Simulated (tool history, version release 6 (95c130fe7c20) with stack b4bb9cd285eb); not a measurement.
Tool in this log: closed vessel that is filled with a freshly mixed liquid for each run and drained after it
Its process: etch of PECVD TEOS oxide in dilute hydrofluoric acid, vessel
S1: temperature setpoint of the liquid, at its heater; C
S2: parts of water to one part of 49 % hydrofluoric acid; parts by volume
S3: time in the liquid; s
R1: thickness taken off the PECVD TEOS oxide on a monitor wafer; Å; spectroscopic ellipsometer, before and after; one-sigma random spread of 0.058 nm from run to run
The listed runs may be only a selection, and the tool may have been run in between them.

Run 1, hour 0.0: S1 24.0 C, S2 140 parts by volume, S3 105 s. Result: R1 107.330 Å.
Run 2, hour 8.6: S1 24.0 C, S2 100 parts by volume, S3 105 s. Result: R1 155.820 Å.
Run 3, hour 17.6: S1 24.0 C, S2 100 parts by volume, S3 105 s. Result: R1 156.000 Å.
Run 4, hour 22.8: S1 21.0 C, S2 100 parts by volume, S3 105 s. Result: R1 140.070 Å.
Run 5, hour 30.1: S1 20.5 C, S2 110 parts by volume, S3 105 s. Result: R1 123.520 Å.
Run 6, hour 31.4: S1 20.0 C, S2 115 parts by volume, S3 105 s. Result: R1 113.660 Å.
Run 7, hour 37.6: S1 19.5 C, S2 120 parts by volume, S3 105 s. Result: R1 106.030 Å.
Run 8, hour 45.7: S1 19.0 C, S2 125 parts by volume, S3 105 s. Result: R1 99.508 Å.
Run 9, hour 48.9: S1 19.0 C, S2 130 parts by volume, S3 105 s. Result: R1 95.732 Å.
Run 10, hour 55.5: S1 19.0 C, S2 135 parts by volume, S3 105 s. Result: R1 90.592 Å.
Run 11, hour 64.1: S1 19.0 C, S2 140 parts by volume, S3 105 s. Result: R1 86.755 Å.
Run 12, hour 69.5: S1 19.0 C, S2 145 parts by volume, S3 105 s. Result: R1 84.674 Å.

Run 13 comes next. What will it give?
Run 13, hour 72.1: S1 19.0 C, S2 150 parts by volume, S3 105 s. Result: R1 ?.

{"run 13": {"R1": 82.422}}
